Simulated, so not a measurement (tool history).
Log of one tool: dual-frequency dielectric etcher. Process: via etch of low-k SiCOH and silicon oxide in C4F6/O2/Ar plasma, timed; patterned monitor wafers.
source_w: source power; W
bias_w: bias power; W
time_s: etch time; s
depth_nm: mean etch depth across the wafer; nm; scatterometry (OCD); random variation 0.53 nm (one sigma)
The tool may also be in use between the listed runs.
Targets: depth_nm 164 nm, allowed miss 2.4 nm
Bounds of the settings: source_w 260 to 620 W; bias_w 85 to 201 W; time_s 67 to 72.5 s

run    day  source_w  bias_w  time_s  depth_nm
  1      0       440     143    72.5     190.1
  2  0.233       410     142    72.5    183.77
  3  0.579       390     141    72.5    178.63
  4  0.875       390     128    72.5    176.03
  5  0.983       390     146    72.5    179.99
  6  1.133       390     155    72.5    182.07
  7  1.412       370     154    72.5       178
  8  1.779       360     153    72.5    174.44

Which of these 5 next moves meets every target?
  A  2.146       390     161    72.5         ?
  B  2.146       340     131      69         ?
  C  2.146       380     125      69         ?
  D  2.146       340     158      72         ?
  E  2.146       380     184      70         ?

move  depth_nm
   A    183.92
   B    158.49
   C    165.84
   D     170.7
   E    179.83
A: further off than the last run
B: takes the result that was furthest off past its target
C: meets every target
D: nearer than the last run, and not there yet
E: further off than the last run
The right move is C.
